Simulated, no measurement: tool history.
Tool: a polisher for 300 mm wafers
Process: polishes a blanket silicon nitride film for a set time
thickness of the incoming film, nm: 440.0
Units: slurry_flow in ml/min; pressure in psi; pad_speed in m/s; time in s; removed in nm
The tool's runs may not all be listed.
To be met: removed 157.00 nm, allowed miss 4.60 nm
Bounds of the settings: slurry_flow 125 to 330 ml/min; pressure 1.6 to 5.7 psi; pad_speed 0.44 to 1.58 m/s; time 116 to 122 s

run,day,slurry_flow,pressure,pad_speed,time,removed
1,0.000,210,3.6,1.00,116,203.33
2,0.371,210,3.6,1.00,122,212.27
3,0.596,210,3.6,1.00,122,212.24
4,0.638,210,2.9,1.00,122,187.91
5,0.871,210,2.8,1.00,122,184.25
6,1.238,210,2.7,1.00,122,179.62
7,1.279,210,2.6,1.00,122,174.81
8,1.529,210,2.5,1.00,122,172.80
9,1.729,210,2.4,1.00,122,170.65

Which of these 4 next moves meets every target?
A,1.929,295,3.6,0.78,120,?
B,1.929,240,2.2,1.02,122,?
C,1.929,210,2.4,0.86,116,?
D,1.929,275,2.2,1.02,116,?

move,removed
A,183.83
B,167.06
C,146.09
D,160.52
A: further off than the last run
B: nearer than the last run, and not there yet
C: takes the result that was furthest off past its target
D: meets every target
Answer: D
